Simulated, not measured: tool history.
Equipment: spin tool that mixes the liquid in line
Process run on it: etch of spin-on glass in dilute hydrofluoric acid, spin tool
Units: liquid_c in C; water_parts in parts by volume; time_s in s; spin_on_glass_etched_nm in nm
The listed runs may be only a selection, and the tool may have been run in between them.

run 1 hour=0.0 | liquid_c=22.0 water_parts=115 time_s=135 | spin_on_glass_etched_nm=60.275
run 2 hour=6.7 | liquid_c=22.0 water_parts=140 time_s=135 | spin_on_glass_etched_nm=48.364
run 3 hour=14.3 | liquid_c=23.5 water_parts=130 time_s=135 | spin_on_glass_etched_nm=54.768
run 4 hour=17.2 | liquid_c=23.5 water_parts=165 time_s=135 | spin_on_glass_etched_nm=41.742
run 5 hour=18.8 | liquid_c=23.5 water_parts=165 time_s=145 | spin_on_glass_etched_nm=45.561
run 6 hour=23.8 | liquid_c=23.5 water_parts=165 time_s=135 | spin_on_glass_etched_nm=42.439

Predict the results of run 7:
run 7 hour=25.7 | liquid_c=25.0 water_parts=150 time_s=135 | spin_on_glass_etched_nm=?

Run 7 measured spin_on_glass_etched_nm 49.709 nm.
